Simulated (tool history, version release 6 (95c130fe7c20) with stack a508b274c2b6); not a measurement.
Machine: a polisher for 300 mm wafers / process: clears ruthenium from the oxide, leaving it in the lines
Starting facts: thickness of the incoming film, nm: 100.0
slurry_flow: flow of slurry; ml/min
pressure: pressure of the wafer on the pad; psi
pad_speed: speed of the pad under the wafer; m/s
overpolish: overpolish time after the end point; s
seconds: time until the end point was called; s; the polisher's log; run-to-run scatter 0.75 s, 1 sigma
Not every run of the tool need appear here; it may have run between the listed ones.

run  hour  slurry_flow  pressure  pad_speed  overpolish  seconds
  1     0          215       2.6       0.96           6    63.75
  2   8.5          215       2.7       0.96           6   59.244
  3  15.5          175       2.7       0.96           6    64.28
  4    24          175       2.7       0.82           6   73.994
  5  30.8          175       3.1       0.82           6    65.59
  6  39.1          190       3.2       0.82           6   62.163

Run 7 comes next. What will it give?
  7  42.6          200       3.3       0.82           6        ?

seconds: 58.547 s

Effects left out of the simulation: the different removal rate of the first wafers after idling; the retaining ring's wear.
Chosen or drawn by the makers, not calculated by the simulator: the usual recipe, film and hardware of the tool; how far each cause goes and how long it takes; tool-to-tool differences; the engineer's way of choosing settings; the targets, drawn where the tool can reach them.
